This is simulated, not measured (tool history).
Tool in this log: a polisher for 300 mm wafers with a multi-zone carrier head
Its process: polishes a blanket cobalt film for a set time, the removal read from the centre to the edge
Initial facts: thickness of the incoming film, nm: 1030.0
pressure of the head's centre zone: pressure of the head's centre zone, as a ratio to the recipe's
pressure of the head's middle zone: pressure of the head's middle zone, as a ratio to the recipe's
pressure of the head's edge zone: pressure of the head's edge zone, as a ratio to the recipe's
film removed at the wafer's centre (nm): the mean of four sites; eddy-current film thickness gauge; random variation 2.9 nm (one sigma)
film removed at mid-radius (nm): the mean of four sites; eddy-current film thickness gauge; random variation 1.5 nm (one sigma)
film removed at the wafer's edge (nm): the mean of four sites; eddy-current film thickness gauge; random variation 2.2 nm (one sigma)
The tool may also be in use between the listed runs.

run,hour,flow of slurry (ml/min),pressure of the head's centre zone,pressure of the head's middle zone,pressure of the head's edge zone,polishing time (s),film removed at the wafer's centre (nm),film removed at mid-radius (nm),film removed at the wafer's edge (nm)
1,0.0,185,1.00,1.00,1.00,47,313.89,306.55,311.94
2,8.8,185,1.08,1.00,1.00,47,332.90,308.34,316.62
3,16.7,185,1.08,1.00,1.00,54,396.51,350.79,367.55
4,19.3,185,1.08,1.00,1.08,54,377.46,351.01,377.19
5,26.1,185,1.08,1.00,1.08,50,358.65,324.66,347.75
6,34.6,165,1.08,1.00,1.08,50,353.80,324.87,339.76
7,41.0,150,1.07,0.96,1.06,41,283.51,250.22,274.84
8,46.1,150,1.07,0.96,1.06,41,283.52,251.55,275.48
9,48.1,140,1.07,0.95,1.01,36,238.34,213.86,236.70
10,56.3,145,1.11,0.96,0.95,33,233.48,203.32,209.56

Run 11 comes next. What will it give?
11,62.0,140,1.10,0.94,0.92,32,?,?,?

film removed at the wafer's centre (nm): 218.89
film removed at mid-radius (nm): 188.10
film removed at the wafer's edge (nm): 201.79
